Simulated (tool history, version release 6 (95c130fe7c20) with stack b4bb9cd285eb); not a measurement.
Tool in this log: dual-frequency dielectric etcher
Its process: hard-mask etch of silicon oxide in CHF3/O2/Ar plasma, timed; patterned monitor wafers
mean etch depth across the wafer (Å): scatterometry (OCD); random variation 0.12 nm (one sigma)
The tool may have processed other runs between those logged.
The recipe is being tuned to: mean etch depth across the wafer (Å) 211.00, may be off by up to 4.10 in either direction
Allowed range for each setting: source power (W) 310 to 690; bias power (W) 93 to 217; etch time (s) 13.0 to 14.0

run,hour,source power (W),bias power (W),etch time (s),mean etch depth across the wafer (Å)
1,0.0,500,155,14.0,244.70
2,8.2,480,153,14.0,241.83
3,15.8,460,150,14.0,236.27
4,16.6,460,140,14.0,231.31
5,25.0,450,139,14.0,227.71
6,28.0,440,138,14.0,227.90
7,30.7,440,138,14.0,226.51
8,37.2,430,137,14.0,222.97
9,40.3,420,137,14.0,223.15
10,42.5,410,136,14.0,222.65
11,51.4,400,135,14.0,218.38
12,54.8,390,135,14.0,217.36

Exercise: of the 4 proposed moves below, exactly one satisfies all targets within the stated allowed misses. Which move is it?
A,58.2,490,138,13.5,?
B,58.2,400,122,13.5,?
C,58.2,450,143,13.5,?
D,58.2,570,110,13.0,?

move,mean etch depth across the wafer (Å)
A,227.41
B,205.32
C,224.22
D,213.51
A: misses by more than the last run did
B: takes the result that was furthest off past its target
C: misses by more than the last run did
D: all results land within tolerance of their targets
Answer: D
